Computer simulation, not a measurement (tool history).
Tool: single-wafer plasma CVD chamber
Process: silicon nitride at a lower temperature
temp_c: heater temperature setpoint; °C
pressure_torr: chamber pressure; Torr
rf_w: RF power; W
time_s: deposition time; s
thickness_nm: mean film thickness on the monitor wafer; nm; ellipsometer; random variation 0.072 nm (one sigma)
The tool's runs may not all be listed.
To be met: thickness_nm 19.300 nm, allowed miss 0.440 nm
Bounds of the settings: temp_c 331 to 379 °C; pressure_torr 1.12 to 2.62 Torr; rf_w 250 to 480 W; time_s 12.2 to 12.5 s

run  hour  temp_c  pressure_torr  rf_w  time_s  thickness_nm
  1   0.0     355           1.87   365    12.2        16.165
  2   6.0     355           1.98   380    12.2        16.809
  3  10.8     360           1.98   380    12.2        16.855
  4  17.2     360           2.07   390    12.2        17.215
  5  22.7     360           1.95   390    12.2        16.996
  6  25.4     360           2.03   400    12.2        17.380
  7  26.8     360           2.10   410    12.2        17.802
  8  32.0     360           2.16   415    12.2        18.019
  9  35.6     360           2.20   420    12.2        18.303

Which of these 5 next moves meets every target?
  A  39.2     372           2.02   460    12.5             ?
  B  39.2     363           2.59   455    12.5             ?
  C  39.2     367           2.23   410    12.4             ?
  D  39.2     361           2.16   415    12.2             ?
  E  39.2     352           2.50   475    12.3             ?

move  thickness_nm
   A        19.131
   B        20.319
   C        18.333
   D        18.041
   E        20.382
A: meets every target
B: takes the result that was furthest off past its target
C: as far off as the last run
D: further off than the last run
E: takes the result that was furthest off past its target
Answer: A
